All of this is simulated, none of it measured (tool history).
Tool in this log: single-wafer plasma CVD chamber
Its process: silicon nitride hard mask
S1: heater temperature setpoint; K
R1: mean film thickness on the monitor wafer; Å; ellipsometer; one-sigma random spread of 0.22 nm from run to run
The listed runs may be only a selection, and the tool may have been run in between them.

Run 1, hour 0.0: S1 673.15 K, chamber pressure (Pa) 244, RF power (kW) 0.370, deposition time (s) 30.7. Result: R1 439.66 Å.
Run 2, hour 8.6: S1 673.15 K, chamber pressure (Pa) 223, RF power (kW) 0.355, deposition time (s) 30.7. Result: R1 411.41 Å.
Run 3, hour 11.3: S1 673.15 K, chamber pressure (Pa) 241, RF power (kW) 0.355, deposition time (s) 30.7. Result: R1 424.60 Å.
Run 4, hour 12.8: S1 673.15 K, chamber pressure (Pa) 241, RF power (kW) 0.375, deposition time (s) 30.7. Result: R1 439.92 Å.
Run 5, hour 19.8: S1 673.15 K, chamber pressure (Pa) 241, RF power (kW) 0.375, deposition time (s) 31.6. Result: R1 450.01 Å.
Run 6, hour 22.3: S1 673.15 K, chamber pressure (Pa) 219, RF power (kW) 0.360, deposition time (s) 31.5. Result: R1 423.77 Å.
Run 7, hour 23.7: S1 673.15 K, chamber pressure (Pa) 201, RF power (kW) 0.355, deposition time (s) 31.5. Result: R1 404.92 Å.

Predict the results of run 8:
Run 8, hour 25.6: S1 673.15 K, chamber pressure (Pa) 161, RF power (kW) 0.345, deposition time (s) 31.5. Result: R1 ?.

{"run 8": {"R1": 347.95}}
